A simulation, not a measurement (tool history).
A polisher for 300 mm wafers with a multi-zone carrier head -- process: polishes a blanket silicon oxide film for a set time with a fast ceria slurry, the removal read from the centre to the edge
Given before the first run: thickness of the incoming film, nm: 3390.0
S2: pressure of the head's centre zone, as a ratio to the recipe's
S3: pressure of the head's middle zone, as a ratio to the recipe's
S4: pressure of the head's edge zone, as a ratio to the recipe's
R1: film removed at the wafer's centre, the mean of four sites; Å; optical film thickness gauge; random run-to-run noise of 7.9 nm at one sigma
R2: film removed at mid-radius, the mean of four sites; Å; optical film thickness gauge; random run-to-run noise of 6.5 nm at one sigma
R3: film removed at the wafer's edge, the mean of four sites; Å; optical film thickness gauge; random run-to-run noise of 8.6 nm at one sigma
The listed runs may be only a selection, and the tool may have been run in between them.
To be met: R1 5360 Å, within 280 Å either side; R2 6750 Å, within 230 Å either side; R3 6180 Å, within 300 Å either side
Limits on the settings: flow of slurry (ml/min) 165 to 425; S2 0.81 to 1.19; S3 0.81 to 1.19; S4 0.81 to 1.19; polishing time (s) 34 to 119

Run 1, hour 0: flow of slurry (ml/min) 275, S2 1, S3 1, S4 1, polishing time (s) 76. Result: R1 12934 Å, R2 12133 Å, R3 11825 Å.
Run 2, hour 2.5: flow of slurry (ml/min) 255, S2 0.96, S3 1, S4 0.98, polishing time (s) 68. Result: R1 10915 Å, R2 10937 Å, R3 10306 Å.
Run 3, hour 10.7: flow of slurry (ml/min) 255, S2 0.96, S3 1, S4 0.94, polishing time (s) 68. Result: R1 11029 Å, R2 10881 Å, R3 9966 Å.
Run 4, hour 16.4: flow of slurry (ml/min) 240, S2 0.93, S3 1, S4 0.95, polishing time (s) 62. Result: R1 9440.4 Å, R2 9848 Å, R3 9342.9 Å.
Run 5, hour 18.1: flow of slurry (ml/min) 235, S2 0.91, S3 1, S4 0.93, polishing time (s) 57. Result: R1 8488.2 Å, R2 8995 Å, R3 8503.4 Å.
Run 6, hour 23: flow of slurry (ml/min) 290, S2 0.91, S3 1, S4 0.93, polishing time (s) 57. Result: R1 9182.7 Å, R2 9285.9 Å, R3 8403 Å.
At hour 28.8: centre zone pressure recalibrated.
Run 7, hour 28.8: flow of slurry (ml/min) 270, S2 0.89, S3 1.01, S4 0.93, polishing time (s) 53. Result: R1 7512.1 Å, R2 8646.4 Å, R3 8002.4 Å.
Run 8, hour 36.9: flow of slurry (ml/min) 270, S2 0.88, S3 1.01, S4 0.92, polishing time (s) 50. Result: R1 6891.5 Å, R2 8265.9 Å, R3 7622.9 Å.
Run 9, hour 40.3: flow of slurry (ml/min) 270, S2 0.87, S3 1, S4 0.91, polishing time (s) 48. Result: R1 6504 Å, R2 7867.6 Å, R3 7206.1 Å.
Run 10, hour 47.9: flow of slurry (ml/min) 270, S2 0.86, S3 0.99, S4 0.9, polishing time (s) 47. Result: R1 6607.8 Å, R2 7507.5 Å, R3 6905.5 Å.
Run 11, hour 50.3: flow of slurry (ml/min) 270, S2 0.86, S3 0.99, S4 0.9, polishing time (s) 47. Result: R1 6491.6 Å, R2 7399.4 Å, R3 6800.4 Å.
Run 12, hour 53.8: flow of slurry (ml/min) 260, S2 0.85, S3 0.99, S4 0.89, polishing time (s) 46. Result: R1 6299.6 Å, R2 7325.6 Å, R3 6987.3 Å.
Run 13, hour 54.3: flow of slurry (ml/min) 265, S2 0.84, S3 0.99, S4 0.88, polishing time (s) 45. Result: R1 6089.9 Å, R2 7238.4 Å, R3 6457 Å.
Run 14, hour 61.2: flow of slurry (ml/min) 260, S2 0.83, S3 0.99, S4 0.88, polishing time (s) 45. Result: R1 6048.2 Å, R2 7184.7 Å, R3 6675.7 Å.
Run 15, hour 63.3: flow of slurry (ml/min) 245, S2 0.81, S3 1.04, S4 0.9, polishing time (s) 37. Result: R1 4719 Å, R2 6100 Å, R3 5513.8 Å.
Run 16, hour 65.8: flow of slurry (ml/min) 260, S2 0.82, S3 1.04, S4 0.91, polishing time (s) 37. Result: R1 4776.2 Å, R2 6122.4 Å, R3 5416.7 Å.
Run 17, hour 72.1: flow of slurry (ml/min) 215, S2 0.83, S3 1.03, S4 0.94, polishing time (s) 48. Result: R1 6148.6 Å, R2 7683.3 Å, R3 6943.3 Å.
Run 18, hour 73.5: flow of slurry (ml/min) 215, S2 0.83, S3 1.03, S4 0.94, polishing time (s) 47. Result: R1 6002.8 Å, R2 7490.6 Å, R3 7113.5 Å.
Run 19, hour 78: flow of slurry (ml/min) 215, S2 0.83, S3 1.03, S4 0.93, polishing time (s) 46. Result: R1 5811.1 Å, R2 7294.7 Å, R3 6830.1 Å.
Run 20, hour 79.2: flow of slurry (ml/min) 215, S2 0.83, S3 1.03, S4 0.92, polishing time (s) 45. Result: R1 5622.7 Å, R2 7131.1 Å, R3 6561.1 Å.
Run 21, hour 83.9: flow of slurry (ml/min) 215, S2 0.83, S3 1.03, S4 0.91, polishing time (s) 45. Result: R1 5532.7 Å, R2 7193.2 Å, R3 6659 Å.
Run 22, hour 85.9: flow of slurry (ml/min) 220, S2 0.83, S3 1.03, S4 0.91, polishing time (s) 44. Result: R1 5560.6 Å, R2 6955.4 Å, R3 6393.7 Å.
Run 23, hour 90.3: flow of slurry (ml/min) 215, S2 0.83, S3 1.03, S4 0.91, polishing time (s) 44. Result: R1 5654.9 Å, R2 7072.3 Å, R3 6469.8 Å.

Exactly one of the 4 candidate moves below puts every result within its allowed miss. Which one?
Run A, hour 94.7: flow of slurry (ml/min) 245, S2 0.9, S3 1.05, S4 0.83, polishing time (s) 42. Result: R1 ?, R2 ?, R3 ?.
Run B, hour 94.7: flow of slurry (ml/min) 260, S2 0.84, S3 1.05, S4 0.98, polishing time (s) 40. Result: R1 ?, R2 ?, R3 ?.
Run C, hour 94.7: flow of slurry (ml/min) 280, S2 0.81, S3 1.07, S4 0.85, polishing time (s) 42. Result: R1 ?, R2 ?, R3 ?.
Run D, hour 94.7: flow of slurry (ml/min) 255, S2 0.91, S3 0.92, S4 0.89, polishing time (s) 44. Result: R1 ?, R2 ?, R3 ?.

move      R1      R2      R3
   A  5914.5  6904.6  5894.5
   B    5299  6627.3  6011.8
   C    5417  7136.3  6018.7
   D  6296.3  6504.7  6371.5
A: puts the biggest miss on target and leaves a different result outside tolerance
B: all results land within tolerance of their targets
C: its largest miss is bigger than the last run's
D: the result that was furthest off in the last run now lies on the other side of its target
Answer: B
